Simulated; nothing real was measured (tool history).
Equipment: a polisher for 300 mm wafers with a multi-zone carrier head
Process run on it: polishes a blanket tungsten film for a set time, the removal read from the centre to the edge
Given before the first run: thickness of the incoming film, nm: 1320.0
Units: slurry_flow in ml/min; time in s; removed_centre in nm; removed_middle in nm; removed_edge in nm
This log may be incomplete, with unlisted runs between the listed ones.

Run 1, hour 0: slurry_flow 180 ml/min, centre_zone 1, middle_zone 1, edge_zone 1, slurry_solids 1, time 34 s. Result: removed_centre 136.6 nm, removed_middle 134.49 nm, removed_edge 129.87 nm.
Run 2, hour 6.8: slurry_flow 180 ml/min, centre_zone 1, middle_zone 0.99, edge_zone 0.98, slurry_solids 0.9, time 33 s. Result: removed_centre 127.03 nm, removed_middle 125.11 nm, removed_edge 128.8 nm.
Run 3, hour 10.6: slurry_flow 180 ml/min, centre_zone 1, middle_zone 0.99, edge_zone 0.98, slurry_solids 1, time 33 s. Result: removed_centre 133.04 nm, removed_middle 127.02 nm, removed_edge 126.73 nm.
Run 4, hour 18.4: slurry_flow 180 ml/min, centre_zone 1, middle_zone 0.99, edge_zone 0.94, slurry_solids 1, time 33 s. Result: removed_centre 129.81 nm, removed_middle 126.93 nm, removed_edge 128.59 nm.
Run 5, hour 21.1: slurry_flow 180 ml/min, centre_zone 1.01, middle_zone 1.01, edge_zone 0.95, slurry_solids 1, time 31 s. Result: removed_centre 122.74 nm, removed_middle 126 nm, removed_edge 118.91 nm.
Run 6, hour 21.9: slurry_flow 175 ml/min, centre_zone 1.03, middle_zone 1.01, edge_zone 0.95, slurry_solids 1, time 30 s. Result: removed_centre 120.11 nm, removed_middle 117.94 nm, removed_edge 118.46 nm.
Run 7, hour 23.8: slurry_flow 175 ml/min, centre_zone 1.03, middle_zone 1.01, edge_zone 0.95, slurry_solids 1, time 30 s. Result: removed_centre 122.43 nm, removed_middle 119.68 nm, removed_edge 113.29 nm.
Run 8, hour 31.7: slurry_flow 175 ml/min, centre_zone 1.03, middle_zone 1.01, edge_zone 0.95, slurry_solids 1, time 30 s. Result: removed_centre 119.42 nm, removed_middle 115.36 nm, removed_edge 116.87 nm.

Run 9, settings as shown, results not yet in. Your forecast:
Run 9, hour 36: slurry_flow 175 ml/min, centre_zone 1.04, middle_zone 1.02, edge_zone 0.96, slurry_solids 1.05, time 29 s. Result: removed_centre ?, removed_middle ?, removed_edge ?.

{"run 9": {"removed_centre": 117.17, "removed_middle": 114.6, "removed_edge": 114.67}}

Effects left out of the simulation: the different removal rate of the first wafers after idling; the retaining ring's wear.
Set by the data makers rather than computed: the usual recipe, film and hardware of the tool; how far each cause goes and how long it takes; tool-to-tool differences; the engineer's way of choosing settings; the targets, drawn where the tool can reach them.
